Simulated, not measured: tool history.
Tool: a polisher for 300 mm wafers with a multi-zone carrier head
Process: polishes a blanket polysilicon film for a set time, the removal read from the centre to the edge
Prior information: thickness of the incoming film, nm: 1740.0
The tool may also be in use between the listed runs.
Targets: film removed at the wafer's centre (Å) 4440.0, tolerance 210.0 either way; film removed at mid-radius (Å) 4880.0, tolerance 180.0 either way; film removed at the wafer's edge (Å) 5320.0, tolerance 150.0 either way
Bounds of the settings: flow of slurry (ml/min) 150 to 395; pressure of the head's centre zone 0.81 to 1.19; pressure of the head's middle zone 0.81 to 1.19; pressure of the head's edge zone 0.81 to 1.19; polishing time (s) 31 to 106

run  hour  flow of slurry (ml/min)  pressure of the head's centre zone  pressure of the head's middle zone  pressure of the head's edge zone  polishing time (s)  film removed at the wafer's centre (Å)  film removed at mid-radius (Å)  film removed at the wafer's edge (Å)
  1   0.0                      250                                1.00                                1.00                              1.00                  68                                  6105.3                          6147.3                                5964.1
  2   7.6                      240                                0.96                                0.97                              1.00                  67                                  5686.1                          5847.3                                5888.9
  3  15.8                      235                                0.93                                0.95                              0.98                  66                                  5470.5                          5680.9                                5721.4
  4  17.6                      235                                0.93                                0.95                              0.98                  77                                  6230.6                          6696.6                                6617.7
  5  21.3                      225                                0.90                                0.93                              0.97                  74                                  5972.7                          6138.5                                6434.0
  6  24.1                      225                                0.88                                0.93                              0.98                  70                                  5393.6                          5901.6                                6077.6
  7  28.9                      220                                0.87                                0.92                              0.97                  68                                  5358.7                          5603.8                                5834.2
  8  34.3                      210                                0.81                                0.92                              1.06                  58                                  4134.3                          4827.2                                5210.3
  9  41.5                      215                                0.82                                0.92                              1.06                  58                                  4201.3                          4908.8                                5180.9
 10  49.6                      215                                0.83                                0.91                              1.06                  58                                  4119.4                          4683.0                                5235.9

Which of these 5 next moves meets every target?
  A  57.7                      165                                0.87                                0.92                              1.14                  55                                       ?                               ?                                     ?
  B  57.7                      225                                0.81                                0.96                              1.12                  63                                       ?                               ?                                     ?
  C  57.7                      220                                0.81                                0.96                              1.17                  56                                       ?                               ?                                     ?
  D  57.7                      150                                0.95                                0.90                              1.06                  57                                       ?                               ?                                     ?
  E  57.7                      270                                0.85                                0.92                              1.09                  57                                       ?                               ?                                     ?

move  film removed at the wafer's centre (Å)  film removed at mid-radius (Å)  film removed at the wafer's edge (Å)
   A                                  3969.4                          4350.3                                4995.0
   B                                  4441.7                          5393.4                                5853.3
   C                                  3936.0                          4780.6                                5305.8
   D                                  4415.8                          4356.6                                4941.4
   E                                  4315.1                          4805.9                                5310.6
A: lands further from the targets than the last run did
B: the worst result of the last run now meets its target, but another is out of spec
C: lands further from the targets than the last run did
D: the worst result of the last run now meets its target, but another is out of spec
E: every result within its allowed miss
E meets every target.

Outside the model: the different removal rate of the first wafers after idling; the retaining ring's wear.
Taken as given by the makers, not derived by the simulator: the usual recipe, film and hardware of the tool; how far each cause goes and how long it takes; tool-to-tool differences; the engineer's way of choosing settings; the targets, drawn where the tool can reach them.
